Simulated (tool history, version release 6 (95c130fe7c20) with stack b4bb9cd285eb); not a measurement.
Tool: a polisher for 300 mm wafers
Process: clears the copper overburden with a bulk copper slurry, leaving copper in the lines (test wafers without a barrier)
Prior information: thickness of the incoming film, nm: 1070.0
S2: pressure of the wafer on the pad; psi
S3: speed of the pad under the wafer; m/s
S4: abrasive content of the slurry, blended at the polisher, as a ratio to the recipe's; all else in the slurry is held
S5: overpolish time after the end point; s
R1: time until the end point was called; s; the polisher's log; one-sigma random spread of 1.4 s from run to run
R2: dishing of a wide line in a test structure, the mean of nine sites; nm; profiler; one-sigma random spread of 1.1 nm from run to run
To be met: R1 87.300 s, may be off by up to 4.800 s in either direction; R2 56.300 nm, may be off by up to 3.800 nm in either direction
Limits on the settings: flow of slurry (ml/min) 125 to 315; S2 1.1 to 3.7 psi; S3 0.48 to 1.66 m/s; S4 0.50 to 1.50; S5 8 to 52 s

{"run": 1, "hour": 0.0, "flow of slurry (ml/min)": 205, "S2": 2.4, "S3": 1.06, "S4": 1.0, "S5": 26, "R1": 143.16, "R2": 49.994}
{"run": 2, "hour": 2.7, "flow of slurry (ml/min)": 205, "S2": 2.4, "S3": 0.88, "S4": 1.0, "S5": 26, "R1": 175.53, "R2": 47.145}
{"run": 3, "hour": 6.4, "flow of slurry (ml/min)": 205, "S2": 2.4, "S3": 0.98, "S4": 1.0, "S5": 26, "R1": 158.82, "R2": 50.182}
{"run": 4, "hour": 15.3, "flow of slurry (ml/min)": 205, "S2": 2.4, "S3": 0.98, "S4": 1.0, "S5": 33, "R1": 157.25, "R2": 51.038}
{"run": 5, "hour": 23.9, "flow of slurry (ml/min)": 205, "S2": 2.4, "S3": 0.98, "S4": 0.85, "S5": 33, "R1": 167.24, "R2": 52.675}
{"run": 6, "hour": 25.7, "flow of slurry (ml/min)": 205, "S2": 2.1, "S3": 0.98, "S4": 0.85, "S5": 33, "R1": 191.64, "R2": 50.163}
{"run": 7, "hour": 32.4, "flow of slurry (ml/min)": 205, "S2": 2.3, "S3": 0.98, "S4": 0.85, "S5": 32, "R1": 172.79, "R2": 51.69}
{"run": 8, "hour": 34.3, "flow of slurry (ml/min)": 205, "S2": 2.4, "S3": 0.98, "S4": 0.85, "S5": 31, "R1": 165.11, "R2": 52.586}
{"run": 9, "hour": 43.3, "flow of slurry (ml/min)": 205, "S2": 2.5, "S3": 0.98, "S4": 0.9, "S5": 30, "R1": 160.11, "R2": 53.264}
{"run": 10, "hour": 49.8, "flow of slurry (ml/min)": 205, "S2": 2.6, "S3": 1.0, "S4": 0.95, "S5": 28, "R1": 146.29, "R2": 51.402}
{"run": 11, "hour": 57.7, "flow of slurry (ml/min)": 205, "S2": 2.7, "S3": 1.02, "S4": 0.95, "S5": 28, "R1": 143.86, "R2": 53.788}
{"run": 12, "hour": 66.0, "flow of slurry (ml/min)": 205, "S2": 2.8, "S3": 1.04, "S4": 1.0, "S5": 26, "R1": 130.12, "R2": 53.395}
{"run": 13, "hour": 74.6, "flow of slurry (ml/min)": 205, "S2": 2.9, "S3": 1.04, "S4": 1.0, "S5": 25, "R1": 125.25, "R2": 54.408}
{"run": 14, "hour": 78.6, "flow of slurry (ml/min)": 205, "S2": 3.0, "S3": 1.04, "S4": 1.0, "S5": 24, "R1": 123.06, "R2": 54.308}
{"run": 15, "hour": 83.3, "flow of slurry (ml/min)": 205, "S2": 3.1, "S3": 1.06, "S4": 1.0, "S5": 23, "R1": 116.66, "R2": 53.2}
{"run": 16, "hour": 90.7, "flow of slurry (ml/min)": 205, "S2": 3.2, "S3": 1.08, "S4": 1.0, "S5": 23, "R1": 109.38, "R2": 55.307}

Exercise: of the 4 proposed moves below, exactly one satisfies all targets within the stated allowed misses. Which move is it?
{"run": "A", "hour": 98.1, "flow of slurry (ml/min)": 230, "S2": 2.7, "S3": 1.42, "S4": 0.95, "S5": 14, "R1": "?", "R2": "?"}
{"run": "B", "hour": 98.1, "flow of slurry (ml/min)": 175, "S2": 3.6, "S3": 1.38, "S4": 0.7, "S5": 36, "R1": "?", "R2": "?"}
{"run": "C", "hour": 98.1, "flow of slurry (ml/min)": 205, "S2": 3.1, "S3": 1.16, "S4": 1.15, "S5": 14, "R1": "?", "R2": "?"}
{"run": "D", "hour": 98.1, "flow of slurry (ml/min)": 230, "S2": 3.7, "S3": 1.06, "S4": 0.95, "S5": 23, "R1": "?", "R2": "?"}

move=A R1=99.310 R2=48.938
move=B R1=86.462 R2=56.289
move=C R1=100.840 R2=49.348
move=D R1=94.852 R2=55.243
A: nearer the targets than the last run, but a result is still out of spec
B: in spec on every target
C: nearer the targets than the last run, but a result is still out of spec
D: nearer the targets than the last run, but a result is still out of spec
Answer: B

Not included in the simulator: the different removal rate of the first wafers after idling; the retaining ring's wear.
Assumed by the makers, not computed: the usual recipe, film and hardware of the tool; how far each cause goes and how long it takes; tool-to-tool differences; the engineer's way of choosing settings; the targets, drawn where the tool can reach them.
